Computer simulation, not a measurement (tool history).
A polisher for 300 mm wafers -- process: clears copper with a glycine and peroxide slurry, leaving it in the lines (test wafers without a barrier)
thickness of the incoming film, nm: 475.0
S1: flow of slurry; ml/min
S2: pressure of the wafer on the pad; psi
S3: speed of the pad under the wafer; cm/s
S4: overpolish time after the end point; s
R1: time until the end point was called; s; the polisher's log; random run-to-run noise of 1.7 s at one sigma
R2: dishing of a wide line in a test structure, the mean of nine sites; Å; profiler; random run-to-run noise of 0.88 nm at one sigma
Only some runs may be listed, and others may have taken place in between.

| run | hour | S1 | S2 | S3 | S4 | R1 | R2 |
|---|---|---|---|---|---|---|---|
| 1 | 0 | 175 | 2 | 124 | 28 | 83.228 | 436.69 |
| 2 | 5.9 | 175 | 2 | 150 | 28 | 71.481 | 404.56 |
| 3 | 7.4 | 135 | 2 | 150 | 28 | 73.043 | 408.46 |
| 4 | 14.7 | 150 | 2 | 150 | 28 | 73.494 | 421.47 |
| 5 | 17 | 150 | 1.9 | 144 | 25 | 77.27 | 401.01 |
| 6 | 21.3 | 150 | 1.9 | 160 | 25 | 71.884 | 410.28 |

Run 7 is up next; what results do you expect?
| 7 | 24.4 | 145 | 1.8 | 152 | 23 | ? | ? |

{"run 7": {"R1": 80.355, "R2": 420.98}}
